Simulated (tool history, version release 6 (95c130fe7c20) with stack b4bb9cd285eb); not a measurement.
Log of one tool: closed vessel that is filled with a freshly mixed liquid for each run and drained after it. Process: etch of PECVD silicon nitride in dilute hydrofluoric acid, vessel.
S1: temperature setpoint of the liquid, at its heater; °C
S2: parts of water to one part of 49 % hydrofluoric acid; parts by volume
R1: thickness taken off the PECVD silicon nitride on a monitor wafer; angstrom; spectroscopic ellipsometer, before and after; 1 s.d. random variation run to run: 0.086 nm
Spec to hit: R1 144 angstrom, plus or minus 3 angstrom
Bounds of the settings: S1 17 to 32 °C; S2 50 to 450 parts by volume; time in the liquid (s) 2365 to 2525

Run 1, hour 0: S1 24 °C, S2 250 parts by volume, time in the liquid (s) 2365. Result: R1 235.71 angstrom.
Run 2, hour 5.7: S1 22 °C, S2 255 parts by volume, time in the liquid (s) 2365. Result: R1 205.16 angstrom.
Run 3, hour 13.5: S1 20.5 °C, S2 260 parts by volume, time in the liquid (s) 2365. Result: R1 182.53 angstrom.
Run 4, hour 16.3: S1 19.5 °C, S2 260 parts by volume, time in the liquid (s) 2365. Result: R1 170.6 angstrom.
Run 5, hour 21.7: S1 18.5 °C, S2 260 parts by volume, time in the liquid (s) 2365. Result: R1 160.18 angstrom.
At hour 25.8: thermometer replaced.
Run 6, hour 25.8: S1 20 °C, S2 260 parts by volume, time in the liquid (s) 2365. Result: R1 195.24 angstrom.
Run 7, hour 30.5: S1 19 °C, S2 275 parts by volume, time in the liquid (s) 2365. Result: R1 173.21 angstrom.
Run 8, hour 32.9: S1 18.5 °C, S2 295 parts by volume, time in the liquid (s) 2365. Result: R1 157.99 angstrom.
Run 9, hour 37: S1 18 °C, S2 295 parts by volume, time in the liquid (s) 2365. Result: R1 151.68 angstrom.
Run 10, hour 39.5: S1 17.5 °C, S2 295 parts by volume, time in the liquid (s) 2365. Result: R1 147.5 angstrom.

Next run, 5 choices. One meets every target within its allowed miss, the rest don't. Which?
Run A, hour 42: S1 17 °C, S2 275 parts by volume, time in the liquid (s) 2440. Result: R1 ?.
Run B, hour 42: S1 17.5 °C, S2 280 parts by volume, time in the liquid (s) 2375. Result: R1 ?.
Run C, hour 42: S1 19 °C, S2 325 parts by volume, time in the liquid (s) 2440. Result: R1 ?.
Run D, hour 42: S1 17 °C, S2 300 parts by volume, time in the liquid (s) 2415. Result: R1 ?.
Run E, hour 42: S1 17 °C, S2 280 parts by volume, time in the liquid (s) 2375. Result: R1 ?.

move      R1
   A  156.41
   B  154.65
   C   151.8
   D  142.52
   E  149.65
A: moves away from the targets compared with the last run
B: moves away from the targets compared with the last run
C: moves away from the targets compared with the last run
D: hits every target within its allowed miss
E: moves away from the targets compared with the last run
So the answer is move D, the one that meets all the targets.
